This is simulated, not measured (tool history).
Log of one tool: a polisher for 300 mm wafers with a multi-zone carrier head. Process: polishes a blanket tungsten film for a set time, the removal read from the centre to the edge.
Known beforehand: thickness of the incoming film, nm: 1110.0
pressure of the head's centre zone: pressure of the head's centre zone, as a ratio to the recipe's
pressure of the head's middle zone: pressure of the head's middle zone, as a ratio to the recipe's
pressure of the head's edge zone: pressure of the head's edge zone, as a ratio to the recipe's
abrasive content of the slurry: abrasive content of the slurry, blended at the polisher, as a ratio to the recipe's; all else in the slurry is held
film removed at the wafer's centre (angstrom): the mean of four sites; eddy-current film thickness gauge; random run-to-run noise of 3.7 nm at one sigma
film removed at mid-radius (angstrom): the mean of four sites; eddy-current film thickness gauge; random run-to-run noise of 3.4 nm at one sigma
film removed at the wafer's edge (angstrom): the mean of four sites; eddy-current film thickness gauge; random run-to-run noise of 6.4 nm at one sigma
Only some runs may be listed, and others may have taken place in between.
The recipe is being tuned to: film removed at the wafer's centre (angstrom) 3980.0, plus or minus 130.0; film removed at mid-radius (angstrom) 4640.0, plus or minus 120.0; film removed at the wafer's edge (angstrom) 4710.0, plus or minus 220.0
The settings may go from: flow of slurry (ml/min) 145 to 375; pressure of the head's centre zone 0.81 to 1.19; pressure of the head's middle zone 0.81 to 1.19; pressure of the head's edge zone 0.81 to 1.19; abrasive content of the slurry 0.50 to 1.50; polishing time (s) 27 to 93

run  hour  flow of slurry (ml/min)  pressure of the head's centre zone  pressure of the head's middle zone  pressure of the head's edge zone  abrasive content of the slurry  polishing time (s)  film removed at the wafer's centre (angstrom)  film removed at mid-radius (angstrom)  film removed at the wafer's edge (angstrom)
  1   0.0                      240                                1.00                                1.00                              1.00                            1.00                  59                                         4347.9                                 4386.7                                       4271.3
  2   8.9                      240                                1.00                                1.00                              0.93                            1.00                  59                                         4422.7                                 4388.8                                       4060.0
  3  14.9                      240                                0.97                                1.01                              0.98                            1.05                  59                                         4226.1                                 4432.5                                       4303.3
  4  20.0                      240                                0.96                                1.02                              1.00                            1.05                  59                                         4249.8                                 4523.4                                       4412.3
  5  27.7                      210                                0.96                                1.02                              1.00                            1.05                  59                                         4099.3                                 4432.3                                       4145.2
  6  30.5                      220                                0.94                                1.02                              1.02                            1.05                  59                                         4085.9                                 4469.8                                       4428.4
  7  35.3                      240                                0.89                                1.05                              1.04                            1.05                  59                                         3889.8                                 4569.1                                       4557.7
  8  44.2                      245                                0.89                                1.05                              1.04                            1.05                  59                                         3984.6                                 4644.3                                       4388.1
  9  47.5                      245                                0.89                                1.05                              1.04                            1.05                  59                                         3988.2                                 4608.2                                       4343.1
 10  54.1                      245                                0.89                                1.05                              1.06                            1.05                  59                                         3978.3                                 4644.6                                       4540.1
 11  59.7                      245                                0.89                                1.05                              1.07                            1.05                  59                                         3907.1                                 4696.1                                       4538.1
 12  61.1                      245                                0.89                                1.04                              1.07                            1.05                  59                                         3899.9                                 4638.4                                       4526.6

Next run, 4 choices. One meets every target within its allowed miss, the rest don't. Which?
  A  62.5                      235                                0.87                                0.98                              1.06                            1.05                  62                                              ?                                      ?                                            ?
  B  62.5                      230                                0.87                                1.07                              0.89                            0.90                  59                                              ?                                      ?                                            ?
  C  62.5                      255                                0.97                                1.13                              1.08                            0.95                  54                                              ?                                      ?                                            ?
  D  62.5                      175                                0.92                                1.14                              1.11                            0.90                  58                                              ?                                      ?                                            ?

move  film removed at the wafer's centre (angstrom)  film removed at mid-radius (angstrom)  film removed at the wafer's edge (angstrom)
   A                                         4080.0                                 4618.4                                       4708.4
   B                                         3762.7                                 4588.0                                       3992.0
   C                                         3935.9                                 4494.8                                       4082.1
   D                                         3752.9                                 4581.6                                       4239.7
A: all results land within tolerance of their targets
B: lands further from the targets than the last run did
C: lands further from the targets than the last run did
D: lands further from the targets than the last run did
Answer: A

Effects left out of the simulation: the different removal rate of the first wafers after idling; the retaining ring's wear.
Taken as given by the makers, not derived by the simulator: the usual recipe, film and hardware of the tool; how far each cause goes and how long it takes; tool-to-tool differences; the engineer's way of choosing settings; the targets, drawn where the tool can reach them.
